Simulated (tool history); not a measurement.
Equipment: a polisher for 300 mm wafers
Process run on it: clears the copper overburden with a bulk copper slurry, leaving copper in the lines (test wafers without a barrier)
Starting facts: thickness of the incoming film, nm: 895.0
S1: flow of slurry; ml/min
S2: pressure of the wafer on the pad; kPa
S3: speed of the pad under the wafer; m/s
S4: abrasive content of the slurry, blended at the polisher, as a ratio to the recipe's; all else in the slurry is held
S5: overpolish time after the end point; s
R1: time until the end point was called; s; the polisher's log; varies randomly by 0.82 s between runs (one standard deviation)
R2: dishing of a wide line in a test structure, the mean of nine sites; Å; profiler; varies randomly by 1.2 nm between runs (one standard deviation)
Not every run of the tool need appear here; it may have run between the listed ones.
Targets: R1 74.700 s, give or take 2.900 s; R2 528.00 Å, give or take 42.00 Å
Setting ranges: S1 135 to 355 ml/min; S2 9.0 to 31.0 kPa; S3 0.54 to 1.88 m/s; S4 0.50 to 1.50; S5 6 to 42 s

Run 1, hour 0.0: S1 225 ml/min, S2 20.0 kPa, S3 1.20 m/s, S4 1.00, S5 21 s. Result: R1 67.050 s, R2 1368.40 Å.
Run 2, hour 5.2: S1 225 ml/min, S2 20.0 kPa, S3 1.20 m/s, S4 1.00, S5 28 s. Result: R1 64.510 s, R2 1502.00 Å.
Run 3, hour 9.9: S1 225 ml/min, S2 18.6 kPa, S3 1.26 m/s, S4 1.00, S5 25 s. Result: R1 67.641 s, R2 1446.60 Å.
Run 4, hour 17.5: S1 225 ml/min, S2 18.6 kPa, S3 1.02 m/s, S4 1.00, S5 25 s. Result: R1 79.223 s, R2 1336.50 Å.
Run 5, hour 24.8: S1 215 ml/min, S2 17.9 kPa, S3 1.14 m/s, S4 0.95, S5 22 s. Result: R1 77.345 s, R2 1285.60 Å.
Run 6, hour 31.4: S1 215 ml/min, S2 17.9 kPa, S3 1.24 m/s, S4 0.95, S5 22 s. Result: R1 73.854 s, R2 1250.00 Å.
Run 7, hour 36.3: S1 205 ml/min, S2 17.2 kPa, S3 1.32 m/s, S4 0.90, S5 20 s. Result: R1 73.756 s, R2 1222.20 Å.
Run 8, hour 40.6: S1 270 ml/min, S2 11.7 kPa, S3 1.48 m/s, S4 1.15, S5 10 s. Result: R1 88.851 s, R2 651.90 Å.
Run 9, hour 45.1: S1 280 ml/min, S2 11.7 kPa, S3 1.50 m/s, S4 1.20, S5 9 s. Result: R1 86.246 s, R2 640.49 Å.
Run 10, hour 46.5: S1 290 ml/min, S2 11.7 kPa, S3 1.54 m/s, S4 1.25, S5 9 s. Result: R1 81.963 s, R2 650.27 Å.
Run 11, hour 53.1: S1 300 ml/min, S2 11.0 kPa, S3 1.58 m/s, S4 1.30, S5 9 s. Result: R1 84.122 s, R2 645.07 Å.
Run 12, hour 61.1: S1 310 ml/min, S2 11.0 kPa, S3 1.62 m/s, S4 1.25, S5 9 s. Result: R1 83.002 s, R2 645.18 Å.
Run 13, hour 69.6: S1 305 ml/min, S2 11.0 kPa, S3 1.66 m/s, S4 1.30, S5 9 s. Result: R1 80.489 s, R2 675.09 Å.
Run 14, hour 78.0: S1 310 ml/min, S2 11.0 kPa, S3 1.68 m/s, S4 1.25, S5 9 s. Result: R1 82.365 s, R2 654.69 Å.
Run 15, hour 85.2: S1 315 ml/min, S2 11.0 kPa, S3 1.70 m/s, S4 1.30, S5 9 s. Result: R1 77.381 s, R2 673.14 Å.
Run 16, hour 92.0: S1 320 ml/min, S2 11.0 kPa, S3 1.72 m/s, S4 1.35, S5 9 s. Result: R1 77.308 s, R2 655.52 Å.
Run 17, hour 96.3: S1 325 ml/min, S2 11.0 kPa, S3 1.74 m/s, S4 1.35, S5 9 s. Result: R1 76.300 s, R2 694.48 Å.

Consider the 4 candidate settings below. Which is the only one whose results all fall within their allowed miss of target?
Run A, hour 100.6: S1 305 ml/min, S2 11.7 kPa, S3 1.82 m/s, S4 1.40, S5 6 s. Result: R1 ?, R2 ?.
Run B, hour 100.6: S1 265 ml/min, S2 11.0 kPa, S3 1.66 m/s, S4 1.45, S5 15 s. Result: R1 ?, R2 ?.
Run C, hour 100.6: S1 345 ml/min, S2 11.0 kPa, S3 1.84 m/s, S4 1.25, S5 6 s. Result: R1 ?, R2 ?.
Run D, hour 100.6: S1 310 ml/min, S2 11.7 kPa, S3 1.80 m/s, S4 1.40, S5 6 s. Result: R1 ?, R2 ?.

move      R1      R2
   A  69.070  539.33
   B  79.150  916.41
   C  74.226  506.57
   D  69.602  536.08
A: puts the biggest miss on target and leaves a different result outside tolerance
B: its largest miss is bigger than the last run's
C: all results in spec
D: puts the biggest miss on target and leaves a different result outside tolerance
The right move is C.

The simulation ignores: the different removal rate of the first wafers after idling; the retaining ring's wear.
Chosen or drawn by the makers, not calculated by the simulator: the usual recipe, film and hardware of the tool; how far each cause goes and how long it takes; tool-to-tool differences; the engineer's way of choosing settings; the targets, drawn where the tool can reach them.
